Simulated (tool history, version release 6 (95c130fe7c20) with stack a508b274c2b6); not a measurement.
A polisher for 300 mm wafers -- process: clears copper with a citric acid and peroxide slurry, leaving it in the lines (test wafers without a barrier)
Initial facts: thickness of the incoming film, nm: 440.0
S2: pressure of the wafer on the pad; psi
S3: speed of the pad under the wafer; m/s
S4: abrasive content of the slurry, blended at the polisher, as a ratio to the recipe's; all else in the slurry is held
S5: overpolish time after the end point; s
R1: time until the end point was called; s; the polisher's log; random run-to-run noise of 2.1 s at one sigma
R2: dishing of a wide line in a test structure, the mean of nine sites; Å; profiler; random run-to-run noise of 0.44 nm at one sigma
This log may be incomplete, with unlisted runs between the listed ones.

{"run": 1, "hour": 0.0, "flow of slurry (ml/min)": 275, "S2": 3.7, "S3": 1.36, "S4": 1, "S5": 11, "R1": 129.81, "R2": 317.45}
{"run": 2, "hour": 3.7, "flow of slurry (ml/min)": 275, "S2": 3.5, "S3": 1.36, "S4": 1, "S5": 12, "R1": 133.97, "R2": 322.33}
{"run": 3, "hour": 6.9, "flow of slurry (ml/min)": 275, "S2": 3.5, "S3": 1.36, "S4": 1, "S5": 9, "R1": 134.69, "R2": 256.83}
{"run": 4, "hour": 10.2, "flow of slurry (ml/min)": 275, "S2": 3, "S3": 1.36, "S4": 1, "S5": 9, "R1": 159.06, "R2": 224.09}
{"run": 5, "hour": 12.7, "flow of slurry (ml/min)": 275, "S2": 2.9, "S3": 1.36, "S4": 1, "S5": 10, "R1": 164.32, "R2": 241.51}
{"run": 6, "hour": 15.8, "flow of slurry (ml/min)": 340, "S2": 2.9, "S3": 1.36, "S4": 1, "S5": 10, "R1": 162.4, "R2": 236.51}
{"run": 7, "hour": 16.8, "flow of slurry (ml/min)": 340, "S2": 2.8, "S3": 1.36, "S4": 1, "S5": 11, "R1": 166.32, "R2": 251.13}
{"run": 8, "hour": 25.4, "flow of slurry (ml/min)": 340, "S2": 2.8, "S3": 1.36, "S4": 1, "S5": 12, "R1": 164.64, "R2": 265.38}

Estimate the outcome of run 9 from the log above:
{"run": 9, "hour": 33.9, "flow of slurry (ml/min)": 340, "S2": 2.7, "S3": 1.36, "S4": 1, "S5": 13, "R1": "?", "R2": "?"}

{"run 9": {"R1": 171.96, "R2": 278.98}}
